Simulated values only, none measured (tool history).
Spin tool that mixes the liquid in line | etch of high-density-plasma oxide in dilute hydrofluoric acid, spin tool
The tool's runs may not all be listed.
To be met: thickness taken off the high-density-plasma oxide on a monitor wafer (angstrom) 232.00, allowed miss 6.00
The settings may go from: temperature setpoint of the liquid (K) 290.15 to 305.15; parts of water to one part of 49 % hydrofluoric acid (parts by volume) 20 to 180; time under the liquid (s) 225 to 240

run,hour,temperature setpoint of the liquid (K),parts of water to one part of 49 % hydrofluoric acid (parts by volume),time under the liquid (s),thickness taken off the high-density-plasma oxide on a monitor wafer (angstrom)
1,0.0,297.15,100,225,123.50
2,7.2,297.15,100,225,125.74
3,10.0,298.65,95,225,139.28
4,13.8,298.65,95,240,148.32
5,21.6,297.15,95,240,140.01
6,22.2,295.65,95,240,131.63
7,30.8,297.15,90,240,149.62
# hour 37.7: thermometer replaced
8,37.7,298.65,90,240,175.36
9,41.0,299.15,90,240,174.72
10,46.1,300.15,90,240,181.84

4 next moves are on the table. One of them brings every result within its allowed miss. Which?
A,51.2,299.15,65,240,?
B,51.2,298.65,65,225,?
C,51.2,298.65,95,240,?
D,51.2,305.15,80,240,?

move,thickness taken off the high-density-plasma oxide on a monitor wafer (angstrom)
A,251.53
B,231.13
C,162.17
D,252.34
A: takes the result that was furthest off past its target
B: meets every target
C: further off than the last run
D: takes the result that was furthest off past its target
Answer: B
